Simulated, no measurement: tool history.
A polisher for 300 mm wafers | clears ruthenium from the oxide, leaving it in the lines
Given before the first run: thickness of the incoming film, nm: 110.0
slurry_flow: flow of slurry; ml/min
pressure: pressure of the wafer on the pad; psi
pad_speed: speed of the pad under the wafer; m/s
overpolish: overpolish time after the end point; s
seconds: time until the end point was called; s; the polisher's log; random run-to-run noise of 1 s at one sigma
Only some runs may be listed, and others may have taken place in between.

Run 1, day 0: slurry_flow 215 ml/min, pressure 2.2 psi, pad_speed 1.16 m/s, overpolish 21 s. Result: seconds 61.217 s.
Run 2, day 0.292: slurry_flow 215 ml/min, pressure 2.2 psi, pad_speed 1.44 m/s, overpolish 21 s. Result: seconds 49.867 s.
Run 3, day 0.483: slurry_flow 190 ml/min, pressure 2.2 psi, pad_speed 1.44 m/s, overpolish 21 s. Result: seconds 50.839 s.
Run 4, day 0.7: slurry_flow 185 ml/min, pressure 1.9 psi, pad_speed 1.4 m/s, overpolish 21 s. Result: seconds 59.751 s.
Run 5, day 0.804: slurry_flow 145 ml/min, pressure 1.9 psi, pad_speed 1.4 m/s, overpolish 21 s. Result: seconds 62.679 s.
Run 6, day 0.846: slurry_flow 180 ml/min, pressure 1.9 psi, pad_speed 1.4 m/s, overpolish 21 s. Result: seconds 59.382 s.
Run 7, day 1.05: slurry_flow 175 ml/min, pressure 1.7 psi, pad_speed 1.36 m/s, overpolish 21 s. Result: seconds 69.86 s.
Run 8, day 1.308: slurry_flow 175 ml/min, pressure 1.5 psi, pad_speed 1.36 m/s, overpolish 21 s. Result: seconds 78.374 s.
Run 9, day 1.333: slurry_flow 175 ml/min, pressure 1.4 psi, pad_speed 1.36 m/s, overpolish 21 s. Result: seconds 82.619 s.

For run 10, what comes out?
Run 10, day 1.671: slurry_flow 175 ml/min, pressure 1.3 psi, pad_speed 1.36 m/s, overpolish 21 s. Result: seconds ?.

Run 10 measured seconds 87.918 s.
